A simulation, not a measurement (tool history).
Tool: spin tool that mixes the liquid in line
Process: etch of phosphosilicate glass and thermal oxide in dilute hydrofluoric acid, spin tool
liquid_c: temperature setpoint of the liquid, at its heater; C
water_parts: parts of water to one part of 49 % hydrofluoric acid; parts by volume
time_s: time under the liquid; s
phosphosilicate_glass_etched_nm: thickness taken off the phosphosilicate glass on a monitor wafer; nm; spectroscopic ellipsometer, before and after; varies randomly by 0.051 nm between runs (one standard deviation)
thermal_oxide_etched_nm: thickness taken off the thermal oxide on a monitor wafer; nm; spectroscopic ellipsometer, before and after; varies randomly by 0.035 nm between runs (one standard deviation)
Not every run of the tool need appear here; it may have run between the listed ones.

run	hour	liquid_c	water_parts	time_s	phosphosilicate_glass_etched_nm	thermal_oxide_etched_nm
1	0	20	290	30	14.692	0.38083
2	0.7	18	290	30	13.513	0.41511
3	5.9	18	290	40	18.174	0.49964
4	14.5	20	290	40	19.581	0.57785
5	21	18	290	40	18.13	0.47971
# hour 21.5: hydrofluoric acid flow meter replaced
6	21.5	18	195	40	27.275	0.83909
7	26.3	18	220	40	23.443	0.59947
8	34.3	18	245	40	20.656	0.54696
9	36.7	18	265	40	18.72	0.54024

Predict the results of run 10:
10	44.1	17	380	40	?	?

Run 10 yielded phosphosilicate_glass_etched_nm 11.443 nm, thermal_oxide_etched_nm 0.3061 nm.
